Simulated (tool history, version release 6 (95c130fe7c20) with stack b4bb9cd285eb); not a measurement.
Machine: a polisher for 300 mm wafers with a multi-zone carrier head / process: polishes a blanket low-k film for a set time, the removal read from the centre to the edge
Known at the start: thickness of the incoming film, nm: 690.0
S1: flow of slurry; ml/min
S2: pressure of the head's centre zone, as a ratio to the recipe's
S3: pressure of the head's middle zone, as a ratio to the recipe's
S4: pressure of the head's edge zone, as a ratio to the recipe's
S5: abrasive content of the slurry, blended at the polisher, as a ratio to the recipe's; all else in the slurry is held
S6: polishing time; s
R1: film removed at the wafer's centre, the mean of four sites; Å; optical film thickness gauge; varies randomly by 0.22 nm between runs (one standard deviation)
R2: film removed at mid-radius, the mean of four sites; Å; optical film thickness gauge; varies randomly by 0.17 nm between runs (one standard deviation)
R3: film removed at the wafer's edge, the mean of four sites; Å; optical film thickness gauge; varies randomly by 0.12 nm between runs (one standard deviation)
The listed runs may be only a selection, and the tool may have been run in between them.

run	hour	S1	S2	S3	S4	S5	S6	R1	R2	R3
1	0	160	1	1	1	1	36	127.31	129.59	124.95
2	7.8	165	1.02	0.99	1.03	1.1	37	140.87	136.93	135.3
3	12.1	170	1.03	0.98	1.06	1.2	38	150	140.98	143.53
4	20.1	170	1.03	0.94	1.06	1.2	38	149.55	140.99	145.31
5	20.9	170	1.03	0.94	1.06	1.2	42	165.73	150.78	158.75
6	27.9	175	1.04	0.94	1.08	1.25	42	169.9	153.76	165.19
7	28.9	180	1.05	0.95	1.1	1.3	42	175.14	159.28	166.52

Predict the results of run 8:
8	32	185	1.05	0.94	1.11	1.35	42	?	?	?

R1: 177.79 Å
R2: 158.84 Å
R3: 171 Å
